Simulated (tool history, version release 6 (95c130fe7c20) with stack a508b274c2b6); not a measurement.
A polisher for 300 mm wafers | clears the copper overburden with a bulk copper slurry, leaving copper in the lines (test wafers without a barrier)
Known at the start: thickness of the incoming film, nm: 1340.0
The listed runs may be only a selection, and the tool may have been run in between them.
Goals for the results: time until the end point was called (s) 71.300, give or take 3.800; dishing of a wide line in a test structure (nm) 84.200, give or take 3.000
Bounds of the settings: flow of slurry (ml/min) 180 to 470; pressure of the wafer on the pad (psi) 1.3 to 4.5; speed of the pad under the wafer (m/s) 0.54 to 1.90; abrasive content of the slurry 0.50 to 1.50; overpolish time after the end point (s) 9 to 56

run,day,flow of slurry (ml/min),pressure of the wafer on the pad (psi),speed of the pad under the wafer (m/s),abrasive content of the slurry,overpolish time after the end point (s),time until the end point was called (s),dishing of a wide line in a test structure (nm)
1,0.000,300,2.9,1.22,1.00,29,119.870,79.036
2,0.067,300,3.3,1.24,1.00,25,105.500,79.689
3,0.138,300,2.9,1.24,1.00,25,116.530,78.352
4,0.400,300,2.9,1.24,1.10,25,118.840,77.220
5,0.488,300,2.9,1.24,0.95,25,123.140,76.236
6,0.538,300,3.3,1.26,0.95,23,104.780,78.979
7,0.700,300,3.6,1.28,0.95,21,96.638,80.970
8,1.038,300,4.4,1.46,0.95,9,70.261,71.033
9,1.188,300,4.4,1.44,0.95,14,70.643,80.649

5 next moves are on the table. One of them brings every result within its allowed miss. Which?
A,1.338,435,3.9,1.58,0.80,13,?,?
B,1.338,330,3.6,1.56,1.35,13,?,?
C,1.338,305,4.5,1.52,0.90,10,?,?
D,1.338,185,4.4,1.52,0.80,18,?,?
E,1.338,310,4.2,1.58,0.95,12,?,?

move,time until the end point was called (s),dishing of a wide line in a test structure (nm)
A,72.344,78.454
B,72.024,77.867
C,65.463,76.010
D,71.363,84.525
E,66.503,79.123
A: moves away from the targets compared with the last run
B: moves away from the targets compared with the last run
C: moves away from the targets compared with the last run
D: all results land within tolerance of their targets
E: moves away from the targets compared with the last run
Move D is the one to make.
